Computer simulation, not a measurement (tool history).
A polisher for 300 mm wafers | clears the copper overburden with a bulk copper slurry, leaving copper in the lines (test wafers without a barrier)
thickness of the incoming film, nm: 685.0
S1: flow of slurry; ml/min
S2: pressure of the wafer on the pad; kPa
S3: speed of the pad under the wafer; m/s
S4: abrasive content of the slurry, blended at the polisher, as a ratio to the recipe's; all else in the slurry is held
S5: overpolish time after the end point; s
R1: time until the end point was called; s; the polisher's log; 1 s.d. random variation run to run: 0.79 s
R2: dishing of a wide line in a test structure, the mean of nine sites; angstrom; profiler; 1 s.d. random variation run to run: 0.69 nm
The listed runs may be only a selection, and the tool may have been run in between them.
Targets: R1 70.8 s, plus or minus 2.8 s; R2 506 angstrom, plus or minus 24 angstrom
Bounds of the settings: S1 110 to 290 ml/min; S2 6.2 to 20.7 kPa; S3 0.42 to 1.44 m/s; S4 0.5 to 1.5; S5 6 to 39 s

run,hour,S1,S2,S3,S4,S5,R1,R2
1,0,185,13.1,0.92,1,20,94.601,536.78
2,3.3,185,13.1,0.92,1,26,91.732,610.38
3,9,190,13.8,0.92,1,22,86.993,583.5
4,14.4,155,13.8,0.92,1,22,89.719,585.8
5,17.4,160,14.5,0.92,1,19,85.74,557.3
6,20.6,160,14.5,0.92,0.85,19,90.042,554.2
7,26.2,165,15.2,0.92,0.85,16,86.731,505.22
8,35,170,15.9,0.92,0.85,15,82.025,524.25
9,38.5,175,16.5,0.92,0.85,14,79.121,525.11
10,41.2,175,17.2,0.92,0.85,13,75.851,499.98

Exercise: of the 5 proposed moves below, exactly one satisfies all targets within the stated allowed misses. Which move is it?
A,43.9,185,17.2,1.06,0.85,11,?,?
B,43.9,165,17.2,0.9,0.85,13,?,?
C,43.9,230,15.9,1,0.95,12,?,?
D,43.9,175,17.9,0.9,0.65,13,?,?
E,43.9,120,19.3,0.98,0.95,15,?,?

move,R1,R2
A,63.718,495.02
B,75.892,493
C,68.648,495.15
D,79.927,480.77
E,63.483,578.21
A: pushes the last run's worst result past its target
B: about the same distance from the targets as the last run
C: hits every target within its allowed miss
D: moves away from the targets compared with the last run
E: pushes the last run's worst result past its target
So the answer is move C, the one that meets all the targets.
